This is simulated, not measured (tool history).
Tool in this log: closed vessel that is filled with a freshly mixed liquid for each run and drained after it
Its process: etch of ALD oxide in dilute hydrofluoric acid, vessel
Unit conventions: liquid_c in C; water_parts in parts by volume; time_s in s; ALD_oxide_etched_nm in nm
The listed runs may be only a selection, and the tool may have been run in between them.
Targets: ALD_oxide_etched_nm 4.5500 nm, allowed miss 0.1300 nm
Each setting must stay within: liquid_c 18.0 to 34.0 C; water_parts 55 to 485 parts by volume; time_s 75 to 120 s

run 1 hour=0.0 | liquid_c=26.0 water_parts=270 time_s=120 | ALD_oxide_etched_nm=7.9982
run 2 hour=7.2 | liquid_c=23.5 water_parts=270 time_s=120 | ALD_oxide_etched_nm=7.3202
run 3 hour=15.5 | liquid_c=22.5 water_parts=280 time_s=120 | ALD_oxide_etched_nm=6.7083
run 4 hour=19.7 | liquid_c=22.0 water_parts=290 time_s=120 | ALD_oxide_etched_nm=6.3305
run 5 hour=21.9 | liquid_c=22.0 water_parts=290 time_s=75 | ALD_oxide_etched_nm=3.9689
run 6 hour=25.2 | liquid_c=22.5 water_parts=290 time_s=75 | ALD_oxide_etched_nm=4.0123
run 7 hour=31.8 | liquid_c=23.0 water_parts=290 time_s=75 | ALD_oxide_etched_nm=4.1162
run 8 hour=36.0 | liquid_c=23.5 water_parts=290 time_s=75 | ALD_oxide_etched_nm=4.1716
run 9 hour=38.5 | liquid_c=24.0 water_parts=290 time_s=75 | ALD_oxide_etched_nm=4.2288
run 10 hour=40.7 | liquid_c=24.5 water_parts=290 time_s=75 | ALD_oxide_etched_nm=4.3316

Which one of the following 4 next-run settings gets every result inside its allowed miss? There is exactly one.
run A hour=42.9 | liquid_c=25.5 water_parts=280 time_s=80 | ALD_oxide_etched_nm=?
run B hour=42.9 | liquid_c=22.0 water_parts=260 time_s=75 | ALD_oxide_etched_nm=?
run C hour=42.9 | liquid_c=24.5 water_parts=265 time_s=75 | ALD_oxide_etched_nm=?
run D hour=42.9 | liquid_c=28.5 water_parts=360 time_s=85 | ALD_oxide_etched_nm=?

move=A ALD_oxide_etched_nm=4.9702
move=B ALD_oxide_etched_nm=4.5212
move=C ALD_oxide_etched_nm=4.8278
move=D ALD_oxide_etched_nm=4.1813
A: takes the result that was furthest off past its target
B: each result inside its tolerance
C: takes the result that was furthest off past its target
D: misses by more than the last run did
The move that meets every target is B.
